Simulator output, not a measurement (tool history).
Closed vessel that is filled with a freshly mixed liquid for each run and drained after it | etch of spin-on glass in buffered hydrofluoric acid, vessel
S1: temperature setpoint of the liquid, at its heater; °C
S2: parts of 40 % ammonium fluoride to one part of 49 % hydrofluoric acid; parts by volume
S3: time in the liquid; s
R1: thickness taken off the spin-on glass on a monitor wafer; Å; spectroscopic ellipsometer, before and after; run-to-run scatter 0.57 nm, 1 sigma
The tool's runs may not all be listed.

{"run": 1, "hour": 0.0, "S1": 20, "S2": 15.5, "S3": 35, "R1": 1063.6}
{"run": 2, "hour": 8.7, "S1": 20, "S2": 13, "S3": 35, "R1": 1269.3}
{"run": 3, "hour": 17.8, "S1": 20, "S2": 10.5, "S3": 35, "R1": 1556.3}
{"run": 4, "hour": 20.3, "S1": 20.5, "S2": 10.5, "S3": 35, "R1": 1605.6}
{"run": 5, "hour": 28.4, "S1": 20.5, "S2": 6.5, "S3": 35, "R1": 2532.4}
{"run": 6, "hour": 34.8, "S1": 17, "S2": 6.5, "S3": 35, "R1": 2065.8}

The next listed run, before its measurement:
{"run": 7, "hour": 40.2, "S1": 17, "S2": 7, "S3": 35, "R1": "?"}

Run 7 yielded R1 1948.7 Å.
